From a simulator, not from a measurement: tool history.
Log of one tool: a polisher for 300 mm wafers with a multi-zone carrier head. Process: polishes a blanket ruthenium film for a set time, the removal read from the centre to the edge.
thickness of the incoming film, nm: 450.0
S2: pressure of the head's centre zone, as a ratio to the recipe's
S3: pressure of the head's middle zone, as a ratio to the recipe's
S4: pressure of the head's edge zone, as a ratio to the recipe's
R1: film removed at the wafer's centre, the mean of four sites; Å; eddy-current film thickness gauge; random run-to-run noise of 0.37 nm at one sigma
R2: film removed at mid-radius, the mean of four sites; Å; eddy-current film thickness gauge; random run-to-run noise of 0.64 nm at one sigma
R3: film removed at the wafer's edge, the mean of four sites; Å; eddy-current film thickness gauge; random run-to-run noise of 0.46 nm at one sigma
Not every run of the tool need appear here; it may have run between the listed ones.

Run 1, hour 0.0: flow of slurry (ml/min) 185, S2 1.00, S3 1.00, S4 1.00, polishing time (s) 79. Result: R1 813.62 Å, R2 796.95 Å, R3 829.95 Å.
Run 2, hour 8.3: flow of slurry (ml/min) 185, S2 0.93, S3 1.00, S4 1.00, polishing time (s) 79. Result: R1 756.87 Å, R2 823.48 Å, R3 830.70 Å.
Run 3, hour 11.0: flow of slurry (ml/min) 185, S2 0.93, S3 1.00, S4 1.08, polishing time (s) 79. Result: R1 745.38 Å, R2 819.60 Å, R3 859.31 Å.
Run 4, hour 14.4: flow of slurry (ml/min) 210, S2 0.93, S3 1.00, S4 1.08, polishing time (s) 79. Result: R1 777.66 Å, R2 832.10 Å, R3 867.41 Å.
Run 5, hour 16.1: flow of slurry (ml/min) 210, S2 0.93, S3 1.00, S4 1.08, polishing time (s) 88. Result: R1 858.53 Å, R2 944.89 Å, R3 976.36 Å.
Run 6, hour 16.8: flow of slurry (ml/min) 210, S2 0.93, S3 1.00, S4 1.13, polishing time (s) 88. Result: R1 865.41 Å, R2 917.83 Å, R3 988.05 Å.
Run 7, hour 24.9: flow of slurry (ml/min) 205, S2 0.96, S3 0.96, S4 1.08, polishing time (s) 77. Result: R1 763.91 Å, R2 782.64 Å, R3 843.73 Å.

Expected results for the next run?
Run 8, hour 25.6: flow of slurry (ml/min) 195, S2 0.99, S3 0.93, S4 1.04, polishing time (s) 70. Result: R1 ?, R2 ?, R3 ?.

{"run 8": {"R1": 723.78, "R2": 688.24, "R3": 743.71}}
